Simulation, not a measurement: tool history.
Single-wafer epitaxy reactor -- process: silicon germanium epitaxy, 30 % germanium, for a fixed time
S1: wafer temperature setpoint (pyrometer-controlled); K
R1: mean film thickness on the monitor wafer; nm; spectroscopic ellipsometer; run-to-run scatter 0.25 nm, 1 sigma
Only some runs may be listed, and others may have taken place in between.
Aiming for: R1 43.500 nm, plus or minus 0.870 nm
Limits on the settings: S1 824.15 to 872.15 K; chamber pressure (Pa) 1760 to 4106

{"run": 1, "day": 0.0, "S1": 848.15, "chamber pressure (Pa)": 2933, "R1": 34.498}
{"run": 2, "day": 0.2, "S1": 849.15, "chamber pressure (Pa)": 2933, "R1": 35.115}
{"run": 3, "day": 0.521, "S1": 850.15, "chamber pressure (Pa)": 2933, "R1": 35.571}
{"run": 4, "day": 0.675, "S1": 850.15, "chamber pressure (Pa)": 3200, "R1": 36.692}
{"run": 5, "day": 0.758, "S1": 850.15, "chamber pressure (Pa)": 2986, "R1": 35.589}
{"run": 6, "day": 1.117, "S1": 851.15, "chamber pressure (Pa)": 2986, "R1": 36.36}
{"run": 7, "day": 1.421, "S1": 852.15, "chamber pressure (Pa)": 2986, "R1": 37.113}
{"run": 8, "day": 1.775, "S1": 853.15, "chamber pressure (Pa)": 2986, "R1": 37.505}
{"run": 9, "day": 1.921, "S1": 854.15, "chamber pressure (Pa)": 2986, "R1": 38.019}
{"run": 10, "day": 2.075, "S1": 855.15, "chamber pressure (Pa)": 2986, "R1": 38.971}
{"day": 2.154, "done": "capacitance manometer re-zeroed and calibrated"}
{"run": 11, "day": 2.154, "S1": 856.15, "chamber pressure (Pa)": 2986, "R1": 40.743}
{"run": 12, "day": 2.392, "S1": 858.15, "chamber pressure (Pa)": 2986, "R1": 41.725}

Next run, 5 choices. One meets every target within its allowed miss, the rest don't. Which?
{"run": "A", "day": 2.629, "S1": 862.15, "chamber pressure (Pa)": 3026, "R1": "?"}
{"run": "B", "day": 2.629, "S1": 855.15, "chamber pressure (Pa)": 3160, "R1": "?"}
{"run": "C", "day": 2.629, "S1": 858.15, "chamber pressure (Pa)": 2960, "R1": "?"}
{"run": "D", "day": 2.629, "S1": 851.15, "chamber pressure (Pa)": 3466, "R1": "?"}
{"run": "E", "day": 2.629, "S1": 859.15, "chamber pressure (Pa)": 3146, "R1": "?"}

move=A R1=45.293
move=B R1=40.965
move=C R1=42.026
move=D R1=39.661
move=E R1=43.729
A: takes the biggest miss from the last run beyond its target
B: lands further from the targets than the last run did
C: nearer than the last run, and not there yet
D: lands further from the targets than the last run did
E: every result within its allowed miss
Correct choice: E, which meets every target
